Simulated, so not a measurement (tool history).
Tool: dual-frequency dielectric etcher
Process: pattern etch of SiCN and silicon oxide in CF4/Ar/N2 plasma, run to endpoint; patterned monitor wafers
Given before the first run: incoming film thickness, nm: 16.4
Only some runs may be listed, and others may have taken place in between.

Run 1, day 0.000: source power (kW) 0.430, bias power (kW) 0.063, Ar flow (sccm) 136, CF4 flow (sccm) 58. Result: endpoint time (s) 20.227.
Run 2, day 0.171: source power (kW) 0.430, bias power (kW) 0.063, Ar flow (sccm) 136, CF4 flow (sccm) 48. Result: endpoint time (s) 20.686.
Run 3, day 0.321: source power (kW) 0.350, bias power (kW) 0.063, Ar flow (sccm) 136, CF4 flow (sccm) 48. Result: endpoint time (s) 24.334.
Run 4, day 0.562: source power (kW) 0.350, bias power (kW) 0.070, Ar flow (sccm) 136, CF4 flow (sccm) 48. Result: endpoint time (s) 22.819.
Run 5, day 0.604: source power (kW) 0.340, bias power (kW) 0.070, Ar flow (sccm) 136, CF4 flow (sccm) 48. Result: endpoint time (s) 23.302.
Run 6, day 0.808: source power (kW) 0.330, bias power (kW) 0.070, Ar flow (sccm) 136, CF4 flow (sccm) 48. Result: endpoint time (s) 23.877.
Run 7, day 1.096: source power (kW) 0.320, bias power (kW) 0.070, Ar flow (sccm) 136, CF4 flow (sccm) 48. Result: endpoint time (s) 24.413.

The next listed run, before its measurement:
Run 8, day 1.317: source power (kW) 0.280, bias power (kW) 0.070, Ar flow (sccm) 136, CF4 flow (sccm) 48. Result: endpoint time (s) ?.

endpoint time (s): 26.787
